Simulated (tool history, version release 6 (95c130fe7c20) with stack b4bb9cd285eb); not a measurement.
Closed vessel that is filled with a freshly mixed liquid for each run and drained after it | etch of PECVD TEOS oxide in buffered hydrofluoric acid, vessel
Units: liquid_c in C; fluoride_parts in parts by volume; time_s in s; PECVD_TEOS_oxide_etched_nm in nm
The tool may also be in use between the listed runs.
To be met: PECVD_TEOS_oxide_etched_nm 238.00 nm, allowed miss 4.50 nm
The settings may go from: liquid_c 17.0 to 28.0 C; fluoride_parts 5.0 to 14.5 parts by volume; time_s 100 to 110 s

run	hour	liquid_c	fluoride_parts	time_s	PECVD_TEOS_oxide_etched_nm
1	0.0	20.0	9.0	100	118.69
2	5.5	20.0	11.0	100	101.04
3	12.7	22.5	9.5	100	130.91
4	18.3	22.5	9.5	110	145.11
5	25.8	22.5	11.0	110	127.73
6	29.4	22.5	11.0	100	116.63
7	38.2	24.0	9.5	100	142.45
8	43.8	25.0	8.5	100	165.30
9	48.9	26.0	8.0	100	186.10
10	56.3	26.0	8.0	100	188.02
11	65.5	26.5	7.5	100	206.89
12	70.8	27.0	7.5	100	211.61
13	72.8	27.5	7.5	100	218.30

5 next moves are on the table. One of them brings every result within its allowed miss. Which?
A	74.8	28.0	7.5	100	?
B	74.8	24.5	6.0	105	?
C	74.8	22.0	6.5	105	?
D	74.8	24.5	6.5	105	?
E	74.8	27.5	7.5	105	?

move	PECVD_TEOS_oxide_etched_nm
A	222.16
B	238.02
C	193.71
D	222.10
E	227.15
A: nearer than the last run, and not there yet
B: meets every target
C: further off than the last run
D: nearer than the last run, and not there yet
E: nearer than the last run, and not there yet
Move B is the one to make.
